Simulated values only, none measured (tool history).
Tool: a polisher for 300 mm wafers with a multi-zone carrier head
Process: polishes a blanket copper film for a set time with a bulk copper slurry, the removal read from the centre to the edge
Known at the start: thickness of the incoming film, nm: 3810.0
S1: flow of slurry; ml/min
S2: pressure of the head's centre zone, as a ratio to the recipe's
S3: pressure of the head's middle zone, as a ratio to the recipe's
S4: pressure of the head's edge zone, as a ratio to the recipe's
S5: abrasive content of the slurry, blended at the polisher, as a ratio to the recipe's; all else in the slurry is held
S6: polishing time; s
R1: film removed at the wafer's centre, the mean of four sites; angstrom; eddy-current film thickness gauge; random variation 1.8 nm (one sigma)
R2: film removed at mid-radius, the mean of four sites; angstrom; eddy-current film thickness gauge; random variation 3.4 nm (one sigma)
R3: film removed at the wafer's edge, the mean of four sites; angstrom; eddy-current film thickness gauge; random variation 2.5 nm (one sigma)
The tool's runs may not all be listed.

Run 1, hour 0: S1 165 ml/min, S2 1, S3 1, S4 1, S5 1, S6 74 s. Result: R1 3646.9 angstrom, R2 3585.8 angstrom, R3 3910.4 angstrom.
Run 2, hour 0.6: S1 170 ml/min, S2 1.01, S3 1.02, S4 0.97, S5 0.9, S6 69 s. Result: R1 3291.3 angstrom, R2 3343.2 angstrom, R3 3486.2 angstrom.
Run 3, hour 1.8: S1 210 ml/min, S2 1.01, S3 1.02, S4 0.97, S5 0.9, S6 69 s. Result: R1 3476 angstrom, R2 3525.1 angstrom, R3 3626.7 angstrom.
Run 4, hour 3.3: S1 210 ml/min, S2 1.06, S3 1.02, S4 0.97, S5 0.9, S6 69 s. Result: R1 3665.7 angstrom, R2 3637.6 angstrom, R3 3569.9 angstrom.
Run 5, hour 7.2: S1 210 ml/min, S2 1.06, S3 0.95, S4 0.97, S5 0.9, S6 69 s. Result: R1 3624.8 angstrom, R2 3364.6 angstrom, R3 3605.2 angstrom.
Run 6, hour 14.1: S1 210 ml/min, S2 1.06, S3 0.95, S4 0.97, S5 0.9, S6 77 s. Result: R1 4061 angstrom, R2 3755.3 angstrom, R3 3982.4 angstrom.
Run 7, hour 17.9: S1 210 ml/min, S2 1.06, S3 0.95, S4 0.97, S5 0.9, S6 77 s. Result: R1 4095.5 angstrom, R2 3742.7 angstrom, R3 3963.5 angstrom.
Run 8, hour 19.8: S1 205 ml/min, S2 1.07, S3 0.97, S4 0.94, S5 0.85, S6 72 s. Result: R1 3756.7 angstrom, R2 3601.6 angstrom, R3 3596.9 angstrom.

Run 9 comes next. What will it give?
Run 9, hour 23.3: S1 205 ml/min, S2 1.09, S3 0.98, S4 0.84, S5 0.6, S6 51 s. Result: R1 ?, R2 ?, R3 ?.

Run 9 gave R1 2471.9 angstrom, R2 2241.3 angstrom, R3 2190.2 angstrom.

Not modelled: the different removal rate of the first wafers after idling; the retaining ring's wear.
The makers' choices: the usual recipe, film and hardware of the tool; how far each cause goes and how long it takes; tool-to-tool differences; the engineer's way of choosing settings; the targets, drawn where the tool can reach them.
